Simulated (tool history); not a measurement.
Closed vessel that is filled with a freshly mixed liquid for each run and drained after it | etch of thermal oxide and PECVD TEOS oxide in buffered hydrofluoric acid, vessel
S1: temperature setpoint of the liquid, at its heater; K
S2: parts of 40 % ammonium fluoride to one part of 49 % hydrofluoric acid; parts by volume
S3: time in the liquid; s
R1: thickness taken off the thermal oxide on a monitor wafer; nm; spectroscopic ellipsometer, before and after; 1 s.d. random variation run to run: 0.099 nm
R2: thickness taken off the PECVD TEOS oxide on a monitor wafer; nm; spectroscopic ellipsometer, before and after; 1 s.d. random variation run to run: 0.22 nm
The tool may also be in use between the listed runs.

Run 1, day 0: S1 294.15 K, S2 14.5 parts by volume, S3 60 s. Result: R1 41.434 nm, R2 59.18 nm.
Run 2, day 0.288: S1 293.15 K, S2 16 parts by volume, S3 60 s. Result: R1 35.458 nm, R2 50.21 nm.
Run 3, day 0.4: S1 294.65 K, S2 16 parts by volume, S3 60 s. Result: R1 38.562 nm, R2 55.708 nm.
Run 4, day 0.662: S1 294.65 K, S2 18.5 parts by volume, S3 60 s. Result: R1 33.349 nm, R2 48.471 nm.
Run 5, day 0.783: S1 293.65 K, S2 19 parts by volume, S3 60 s. Result: R1 30.784 nm, R2 43.806 nm.
Run 6, day 0.862: S1 293.15 K, S2 19.5 parts by volume, S3 60 s. Result: R1 29.25 nm, R2 42.086 nm.

Run 7, settings as shown, results not yet in. Your forecast:
Run 7, day 0.908: S1 292.15 K, S2 20 parts by volume, S3 60 s. Result: R1 ?, R2 ?.

Run 7 produced R1 27.11 nm, R2 38.784 nm.
